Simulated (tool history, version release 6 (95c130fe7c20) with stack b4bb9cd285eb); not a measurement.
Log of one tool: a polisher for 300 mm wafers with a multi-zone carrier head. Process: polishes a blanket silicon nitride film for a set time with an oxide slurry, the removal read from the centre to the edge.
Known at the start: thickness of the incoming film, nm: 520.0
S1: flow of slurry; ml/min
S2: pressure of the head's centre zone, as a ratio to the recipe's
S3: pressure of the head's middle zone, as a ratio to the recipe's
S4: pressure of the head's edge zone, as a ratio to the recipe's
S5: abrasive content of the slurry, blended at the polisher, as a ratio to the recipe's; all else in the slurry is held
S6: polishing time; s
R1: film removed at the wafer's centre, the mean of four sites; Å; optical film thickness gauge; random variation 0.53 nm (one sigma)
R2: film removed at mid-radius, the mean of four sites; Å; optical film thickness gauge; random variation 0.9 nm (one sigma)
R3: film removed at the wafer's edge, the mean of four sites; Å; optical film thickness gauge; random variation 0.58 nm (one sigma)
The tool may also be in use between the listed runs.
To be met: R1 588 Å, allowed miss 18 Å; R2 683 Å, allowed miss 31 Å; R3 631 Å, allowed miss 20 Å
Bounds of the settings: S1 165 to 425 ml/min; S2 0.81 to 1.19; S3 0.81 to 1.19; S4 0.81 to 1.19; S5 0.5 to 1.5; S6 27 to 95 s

Run 1, day 0: S1 275 ml/min, S2 1, S3 1, S4 1, S5 1, S6 61 s. Result: R1 517.67 Å, R2 520.75 Å, R3 503.07 Å.
Run 2, day 0.079: S1 275 ml/min, S2 1, S3 1, S4 1, S5 0.9, S6 61 s. Result: R1 485.46 Å, R2 476.85 Å, R3 470.49 Å.
Run 3, day 0.288: S1 275 ml/min, S2 1, S3 1, S4 1, S5 0.9, S6 74 s. Result: R1 590.45 Å, R2 592.45 Å, R3 574.5 Å.
Run 4, day 0.658: S1 285 ml/min, S2 0.98, S3 1.03, S4 1.03, S5 0.9, S6 74 s. Result: R1 573.79 Å, R2 612.87 Å, R3 588.28 Å.
Run 5, day 0.788: S1 285 ml/min, S2 0.98, S3 1.03, S4 0.99, S5 0.9, S6 74 s. Result: R1 574.49 Å, R2 605.95 Å, R3 576.29 Å.
Run 6, day 0.95: S1 285 ml/min, S2 0.98, S3 1.03, S4 0.99, S5 0.9, S6 84 s. Result: R1 660.53 Å, R2 681.44 Å, R3 646.88 Å.
Run 7, day 1.212: S1 280 ml/min, S2 0.95, S3 1.04, S4 0.98, S5 0.9, S6 84 s. Result: R1 642.42 Å, R2 699.83 Å, R3 655.18 Å.
Run 8, day 1.517: S1 275 ml/min, S2 0.93, S3 1.04, S4 0.97, S5 0.9, S6 84 s. Result: R1 630.69 Å, R2 693.41 Å, R3 649.14 Å.
Run 9, day 1.658: S1 270 ml/min, S2 0.91, S3 1.04, S4 0.96, S5 0.9, S6 84 s. Result: R1 612.34 Å, R2 684.35 Å, R3 641.15 Å.
At day 1.783: slurry nozzle cleaned.
Run 10, day 1.783: S1 270 ml/min, S2 0.91, S3 1.04, S4 0.96, S5 0.9, S6 84 s. Result: R1 621.69 Å, R2 694.01 Å, R3 648.61 Å.

5 next moves are on the table. One of them brings every result within its allowed miss. Which?
Run A, day 1.908: S1 255 ml/min, S2 0.94, S3 1.11, S4 1.01, S5 0.75, S6 80 s. Result: R1 ?, R2 ?, R3 ?.
Run B, day 1.908: S1 220 ml/min, S2 0.9, S3 0.92, S4 1.01, S5 0.8, S6 86 s. Result: R1 ?, R2 ?, R3 ?.
Run C, day 1.908: S1 270 ml/min, S2 0.83, S3 0.97, S4 0.86, S5 0.85, S6 81 s. Result: R1 ?, R2 ?, R3 ?.
Run D, day 1.908: S1 285 ml/min, S2 0.87, S3 1.08, S4 0.95, S5 0.9, S6 82 s. Result: R1 ?, R2 ?, R3 ?.
Run E, day 1.908: S1 270 ml/min, S2 0.93, S3 0.98, S4 0.96, S5 0.75, S6 85 s. Result: R1 ?, R2 ?, R3 ?.

move      R1      R2      R3
   A  552.59  627.88  571.27
   B  586.18  624.32     633
   C  541.37  634.78  577.71
   D  590.52  705.56  632.09
   E  583.96  624.46  594.84
A: takes the result that was furthest off past its target
B: brings the result that was furthest off to its target, and leaves another outside
C: takes the result that was furthest off past its target
D: meets every target
E: brings the result that was furthest off to its target, and leaves another outside
Answer: D
